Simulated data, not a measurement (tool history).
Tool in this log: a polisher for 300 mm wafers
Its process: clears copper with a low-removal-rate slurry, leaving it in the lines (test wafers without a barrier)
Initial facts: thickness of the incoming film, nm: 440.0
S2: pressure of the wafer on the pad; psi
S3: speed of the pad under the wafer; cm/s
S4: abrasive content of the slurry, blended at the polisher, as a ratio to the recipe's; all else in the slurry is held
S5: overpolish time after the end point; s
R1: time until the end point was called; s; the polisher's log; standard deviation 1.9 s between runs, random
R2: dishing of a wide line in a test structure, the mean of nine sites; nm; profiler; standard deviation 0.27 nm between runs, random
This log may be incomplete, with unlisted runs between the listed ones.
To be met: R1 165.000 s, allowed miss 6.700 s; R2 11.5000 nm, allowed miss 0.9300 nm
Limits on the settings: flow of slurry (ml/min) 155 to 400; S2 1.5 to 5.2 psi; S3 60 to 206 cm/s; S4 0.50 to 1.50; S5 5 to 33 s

Run 1, hour 0.0: flow of slurry (ml/min) 255, S2 3.3 psi, S3 132 cm/s, S4 1.00, S5 17 s. Result: R1 82.281 s, R2 40.4310 nm.
Run 2, hour 5.7: flow of slurry (ml/min) 255, S2 3.0 psi, S3 128 cm/s, S4 1.00, S5 15 s. Result: R1 92.341 s, R2 35.6050 nm.
Run 3, hour 8.3: flow of slurry (ml/min) 255, S2 3.0 psi, S3 98 cm/s, S4 1.00, S5 15 s. Result: R1 116.020 s, R2 28.5820 nm.
Run 4, hour 14.1: flow of slurry (ml/min) 205, S2 3.0 psi, S3 98 cm/s, S4 1.00, S5 15 s. Result: R1 118.720 s, R2 28.6780 nm.
Run 5, hour 16.8: flow of slurry (ml/min) 205, S2 3.0 psi, S3 98 cm/s, S4 1.00, S5 8 s. Result: R1 123.620 s, R2 17.5560 nm.
Run 6, hour 23.8: flow of slurry (ml/min) 205, S2 3.0 psi, S3 122 cm/s, S4 1.00, S5 8 s. Result: R1 101.520 s, R2 20.2840 nm.
Run 7, hour 32.1: flow of slurry (ml/min) 195, S2 2.8 psi, S3 120 cm/s, S4 1.00, S5 8 s. Result: R1 105.480 s, R2 19.7910 nm.
Run 8, hour 32.8: flow of slurry (ml/min) 190, S2 2.6 psi, S3 116 cm/s, S4 1.00, S5 8 s. Result: R1 118.370 s, R2 18.3330 nm.
Run 9, hour 33.5: flow of slurry (ml/min) 185, S2 2.5 psi, S3 114 cm/s, S4 1.00, S5 8 s. Result: R1 123.280 s, R2 17.3280 nm.
Run 10, hour 38.6: flow of slurry (ml/min) 185, S2 2.4 psi, S3 114 cm/s, S4 1.00, S5 8 s. Result: R1 127.500 s, R2 16.8660 nm.
Run 11, hour 43.1: flow of slurry (ml/min) 185, S2 2.3 psi, S3 114 cm/s, S4 1.00, S5 8 s. Result: R1 133.710 s, R2 15.6230 nm.
Run 12, hour 44.4: flow of slurry (ml/min) 185, S2 2.3 psi, S3 114 cm/s, S4 1.00, S5 8 s. Result: R1 136.940 s, R2 15.4510 nm.
Run 13, hour 46.6: flow of slurry (ml/min) 185, S2 1.5 psi, S3 118 cm/s, S4 1.00, S5 5 s. Result: R1 177.710 s, R2 7.8214 nm.
Run 14, hour 55.3: flow of slurry (ml/min) 185, S2 1.5 psi, S3 118 cm/s, S4 1.00, S5 6 s. Result: R1 177.240 s, R2 9.2504 nm.
Run 15, hour 56.0: flow of slurry (ml/min) 180, S2 1.6 psi, S3 118 cm/s, S4 1.00, S5 7 s. Result: R1 175.230 s, R2 10.8170 nm.

Below are 4 possible settings for the next run. Only one of them brings all results inside the allowed miss of their targets. Which is it?
Run A, hour 56.7: flow of slurry (ml/min) 155, S2 1.6 psi, S3 132 cm/s, S4 1.15, S5 9 s. Result: R1 ?, R2 ?.
Run B, hour 56.7: flow of slurry (ml/min) 230, S2 2.1 psi, S3 104 cm/s, S4 0.95, S5 8 s. Result: R1 ?, R2 ?.
Run C, hour 56.7: flow of slurry (ml/min) 170, S2 2.4 psi, S3 98 cm/s, S4 1.15, S5 6 s. Result: R1 ?, R2 ?.
Run D, hour 56.7: flow of slurry (ml/min) 175, S2 1.7 psi, S3 118 cm/s, S4 1.05, S5 7 s. Result: R1 ?, R2 ?.

move       R1       R2
   A  157.120  15.0740
   B  153.970  13.9670
   C  146.580  11.3220
   D  165.430  11.5720
A: takes the biggest miss from the last run beyond its target
B: takes the biggest miss from the last run beyond its target
C: takes the biggest miss from the last run beyond its target
D: each result inside its tolerance
The move that meets every target is D.
